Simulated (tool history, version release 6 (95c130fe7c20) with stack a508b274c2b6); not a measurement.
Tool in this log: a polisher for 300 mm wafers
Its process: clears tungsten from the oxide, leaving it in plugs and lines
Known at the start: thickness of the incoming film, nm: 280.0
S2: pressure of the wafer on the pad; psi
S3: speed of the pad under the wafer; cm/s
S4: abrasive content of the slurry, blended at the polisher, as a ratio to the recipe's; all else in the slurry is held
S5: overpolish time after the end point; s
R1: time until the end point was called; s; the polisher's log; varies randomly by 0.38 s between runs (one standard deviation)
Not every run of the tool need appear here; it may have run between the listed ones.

Run 1, hour 0.0: flow of slurry (ml/min) 315, S2 4.4 psi, S3 112 cm/s, S4 1.0, S5 40 s. Result: R1 54.769 s.
Run 2, hour 0.9: flow of slurry (ml/min) 315, S2 4.4 psi, S3 112 cm/s, S4 0.9, S5 40 s. Result: R1 56.767 s.
Run 3, hour 7.0: flow of slurry (ml/min) 315, S2 4.6 psi, S3 112 cm/s, S4 0.9, S5 40 s. Result: R1 53.984 s.
Run 4, hour 10.4: flow of slurry (ml/min) 275, S2 4.6 psi, S3 112 cm/s, S4 0.9, S5 40 s. Result: R1 54.941 s.
Run 5, hour 17.1: flow of slurry (ml/min) 285, S2 4.8 psi, S3 112 cm/s, S4 0.9, S5 40 s. Result: R1 52.125 s.
Run 6, hour 23.5: flow of slurry (ml/min) 330, S2 4.8 psi, S3 112 cm/s, S4 0.9, S5 40 s. Result: R1 51.841 s.

Estimate the outcome of run 7 from the log above:
Run 7, hour 30.6: flow of slurry (ml/min) 330, S2 4.9 psi, S3 112 cm/s, S4 0.9, S5 40 s. Result: R1 ?.

{"run 7": {"R1": 49.781}}
